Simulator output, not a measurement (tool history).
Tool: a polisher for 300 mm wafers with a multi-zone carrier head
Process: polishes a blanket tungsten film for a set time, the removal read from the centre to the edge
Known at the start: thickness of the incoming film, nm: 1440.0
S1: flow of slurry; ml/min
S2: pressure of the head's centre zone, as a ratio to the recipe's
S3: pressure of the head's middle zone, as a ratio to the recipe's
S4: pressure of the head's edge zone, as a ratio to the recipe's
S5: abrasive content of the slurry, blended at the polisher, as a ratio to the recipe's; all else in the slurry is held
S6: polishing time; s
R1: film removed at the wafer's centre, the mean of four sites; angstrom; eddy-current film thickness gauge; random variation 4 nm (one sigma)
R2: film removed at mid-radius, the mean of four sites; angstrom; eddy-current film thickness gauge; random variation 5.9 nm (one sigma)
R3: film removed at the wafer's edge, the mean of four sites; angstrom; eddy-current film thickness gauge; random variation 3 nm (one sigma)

{"run": 1, "hour": 0.0, "S1": 215, "S2": 1, "S3": 1, "S4": 1, "S5": 1, "S6": 50, "R1": 3138.3, "R2": 3231.3, "R3": 3250.8}
{"run": 2, "hour": 3.9, "S1": 215, "S2": 1, "S3": 1, "S4": 1, "S5": 1, "S6": 59, "R1": 3705.4, "R2": 3774.4, "R3": 3768.8}
{"run": 3, "hour": 6.6, "S1": 220, "S2": 0.99, "S3": 1.01, "S4": 1.03, "S5": 1.05, "S6": 59, "R1": 3788.5, "R2": 3736.4, "R3": 3895}
{"run": 4, "hour": 13.8, "S1": 220, "S2": 0.95, "S3": 1.01, "S4": 1.03, "S5": 1.05, "S6": 59, "R1": 3555.9, "R2": 3771.6, "R3": 3913.2}
{"run": 5, "hour": 14.6, "S1": 220, "S2": 0.95, "S3": 1.01, "S4": 1.03, "S5": 0.95, "S6": 59, "R1": 3540.1, "R2": 3701.9, "R3": 3809.8}
{"run": 6, "hour": 18.0, "S1": 220, "S2": 0.95, "S3": 0.94, "S4": 1.03, "S5": 0.95, "S6": 59, "R1": 3473.3, "R2": 3547.3, "R3": 3761.1}
{"run": 7, "hour": 26.1, "S1": 225, "S2": 0.95, "S3": 0.97, "S4": 1.03, "S5": 1, "S6": 59, "R1": 3518.1, "R2": 3754.9, "R3": 3888.1}
{"run": 8, "hour": 34.3, "S1": 225, "S2": 0.95, "S3": 0.97, "S4": 1.03, "S5": 1, "S6": 59, "R1": 3480.4, "R2": 3713.4, "R3": 3886.7}
{"run": 9, "hour": 35.3, "S1": 235, "S2": 0.95, "S3": 0.99, "S4": 1.04, "S5": 1.05, "S6": 59, "R1": 3551.3, "R2": 3789.6, "R3": 3909.7}

The next listed run, before its measurement:
{"run": 10, "hour": 41.9, "S1": 240, "S2": 0.95, "S3": 1, "S4": 1.05, "S5": 1.1, "S6": 59, "R1": "?", "R2": "?", "R3": "?"}

R1: 3571.1 angstrom
R2: 3798.1 angstrom
R3: 3947.8 angstrom
